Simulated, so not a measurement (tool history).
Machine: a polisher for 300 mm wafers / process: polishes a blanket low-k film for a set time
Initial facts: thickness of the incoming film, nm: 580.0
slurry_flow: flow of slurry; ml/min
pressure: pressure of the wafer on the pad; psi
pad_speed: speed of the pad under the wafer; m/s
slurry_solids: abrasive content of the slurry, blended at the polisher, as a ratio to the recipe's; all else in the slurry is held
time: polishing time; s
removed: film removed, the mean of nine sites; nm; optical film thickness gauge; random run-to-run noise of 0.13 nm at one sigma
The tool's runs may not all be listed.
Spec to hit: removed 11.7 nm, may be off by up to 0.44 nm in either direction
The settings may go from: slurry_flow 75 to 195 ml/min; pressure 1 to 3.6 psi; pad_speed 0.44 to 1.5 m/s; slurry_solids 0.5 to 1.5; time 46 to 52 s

run	hour	slurry_flow	pressure	pad_speed	slurry_solids	time	removed
1	0	125	2.3	0.96	1	52	21.342
2	4	125	2.2	0.96	1	52	20.046
3	11.9	125	2.1	0.96	1	52	19.261
4	20.7	125	2.1	0.96	0.8	52	17.071
5	27	125	2	0.96	0.8	52	16.298
6	32.3	125	2	1.14	0.8	52	17.761
7	35.4	125	1.9	1.14	0.8	52	17.075
8	44.4	125	1.8	1.14	0.8	52	15.916

5 next moves are on the table. One of them brings every result within its allowed miss. Which?
A	53.4	130	1.7	1.08	0.65	49	?
B	53.4	135	1.5	1	0.6	52	?
C	53.4	90	1.2	0.88	1.15	46	?
D	53.4	115	1.8	0.94	0.8	48	?
E	53.4	110	1.4	1.02	0.75	47	?

move	removed
A	11.594
B	9.616
C	9.461
D	12.735
E	9.7652
A: hits every target within its allowed miss
B: carries the result that was furthest off beyond its target, to the other side
C: carries the result that was furthest off beyond its target, to the other side
D: closer than the last run, but not yet in spec
E: carries the result that was furthest off beyond its target, to the other side
The right move is A.
